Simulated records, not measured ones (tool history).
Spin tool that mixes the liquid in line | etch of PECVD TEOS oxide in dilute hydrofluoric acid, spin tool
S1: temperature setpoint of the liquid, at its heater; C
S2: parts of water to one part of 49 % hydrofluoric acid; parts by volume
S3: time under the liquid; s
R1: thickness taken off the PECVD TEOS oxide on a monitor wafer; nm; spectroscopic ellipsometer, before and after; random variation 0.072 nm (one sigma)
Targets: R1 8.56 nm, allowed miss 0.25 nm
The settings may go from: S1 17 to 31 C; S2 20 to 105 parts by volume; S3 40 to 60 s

{"run": 1, "day": 0.0, "S1": 23, "S2": 55, "S3": 60, "R1": 23.609}
{"run": 2, "day": 0.354, "S1": 23, "S2": 55, "S3": 40, "R1": 15.479}
{"run": 3, "day": 0.512, "S1": 25, "S2": 55, "S3": 40, "R1": 16.997}
{"run": 4, "day": 0.725, "S1": 25, "S2": 60, "S3": 40, "R1": 15.782}
{"run": 5, "day": 0.788, "S1": 24, "S2": 65, "S3": 40, "R1": 13.595}
{"run": 6, "day": 0.925, "S1": 24, "S2": 80, "S3": 40, "R1": 10.785}
{"run": 7, "day": 1.225, "S1": 24, "S2": 80, "S3": 40, "R1": 10.861}
{"run": 8, "day": 1.575, "S1": 24, "S2": 80, "S3": 40, "R1": 10.739}
{"run": 9, "day": 1.642, "S1": 23.5, "S2": 80, "S3": 40, "R1": 10.52}
{"run": 10, "day": 1.971, "S1": 22.5, "S2": 80, "S3": 40, "R1": 10.145}
{"run": 11, "day": 2.15, "S1": 22, "S2": 80, "S3": 40, "R1": 10.133}
{"run": 12, "day": 2.333, "S1": 21.5, "S2": 80, "S3": 40, "R1": 9.7341}
{"run": 13, "day": 2.704, "S1": 21, "S2": 80, "S3": 40, "R1": 9.5884}
{"run": 14, "day": 3.021, "S1": 20.5, "S2": 80, "S3": 40, "R1": 9.4857}
{"run": 15, "day": 3.346, "S1": 20, "S2": 80, "S3": 40, "R1": 9.3698}
{"run": 16, "day": 3.396, "S1": 19.5, "S2": 80, "S3": 40, "R1": 8.9827}
{"run": 17, "day": 3.671, "S1": 19, "S2": 80, "S3": 40, "R1": 8.8963}

4 next moves are on the table. One of them brings every result within its allowed miss. Which?
{"run": "A", "day": 3.946, "S1": 17, "S2": 85, "S3": 45, "R1": "?"}
{"run": "B", "day": 3.946, "S1": 17.5, "S2": 90, "S3": 50, "R1": "?"}
{"run": "C", "day": 3.946, "S1": 20, "S2": 85, "S3": 45, "R1": "?"}
{"run": "D", "day": 3.946, "S1": 19.5, "S2": 85, "S3": 45, "R1": "?"}

move=A R1=8.4769
move=B R1=9.0378
move=C R1=9.6157
move=D R1=9.4179
A: meets every target
B: further off than the last run
C: further off than the last run
D: further off than the last run
Move A is the one to make.
